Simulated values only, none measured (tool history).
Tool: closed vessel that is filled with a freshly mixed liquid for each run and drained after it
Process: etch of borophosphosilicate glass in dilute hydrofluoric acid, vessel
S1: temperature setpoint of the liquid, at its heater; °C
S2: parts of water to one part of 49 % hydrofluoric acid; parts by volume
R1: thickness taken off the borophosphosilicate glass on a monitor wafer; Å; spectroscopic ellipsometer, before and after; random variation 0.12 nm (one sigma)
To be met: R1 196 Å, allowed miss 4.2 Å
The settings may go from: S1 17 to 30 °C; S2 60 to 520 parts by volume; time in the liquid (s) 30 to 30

run 1 hour=0 | S1=22 S2=290 time_in_the_liquid_(s)=30 | R1=49.369
run 2 hour=9.1 | S1=25 S2=290 time_in_the_liquid_(s)=30 | R1=55.134
run 3 hour=15.2 | S1=25 S2=385 time_in_the_liquid_(s)=30 | R1=37.418
run 4 hour=17.1 | S1=26 S2=315 time_in_the_liquid_(s)=30 | R1=51.094
run 5 hour=18.4 | S1=27 S2=260 time_in_the_liquid_(s)=30 | R1=67.71
run 6 hour=26.2 | S1=27.5 S2=215 time_in_the_liquid_(s)=30 | R1=88.148
run 7 hour=28.3 | S1=28 S2=185 time_in_the_liquid_(s)=30 | R1=105.86
run 8 hour=29.6 | S1=28.5 S2=160 time_in_the_liquid_(s)=30 | R1=130.89
run 9 hour=38.2 | S1=29 S2=145 time_in_the_liquid_(s)=30 | R1=148.27
run 10 hour=46.8 | S1=29 S2=135 time_in_the_liquid_(s)=30 | R1=160.48
run 11 hour=51 | S1=29 S2=130 time_in_the_liquid_(s)=30 | R1=169.13
run 12 hour=59.9 | S1=29 S2=125 time_in_the_liquid_(s)=30 | R1=177.15
run 13 hour=62.8 | S1=29.5 S2=120 time_in_the_liquid_(s)=30 | R1=189.5

4 next moves are on the table. One of them brings every result within its allowed miss. Which?
run A hour=65.7 | S1=30 S2=125 time_in_the_liquid_(s)=30 | R1=?
run B hour=65.7 | S1=28 S2=110 time_in_the_liquid_(s)=30 | R1=?
run C hour=65.7 | S1=29 S2=110 time_in_the_liquid_(s)=30 | R1=?
run D hour=65.7 | S1=28 S2=105 time_in_the_liquid_(s)=30 | R1=?

move=A R1=182.52
move=B R1=196.42
move=C R1=203.97
move=D R1=207.15
A: further off than the last run
B: meets every target
C: takes the result that was furthest off past its target
D: takes the result that was furthest off past its target
Move B is the one to make.

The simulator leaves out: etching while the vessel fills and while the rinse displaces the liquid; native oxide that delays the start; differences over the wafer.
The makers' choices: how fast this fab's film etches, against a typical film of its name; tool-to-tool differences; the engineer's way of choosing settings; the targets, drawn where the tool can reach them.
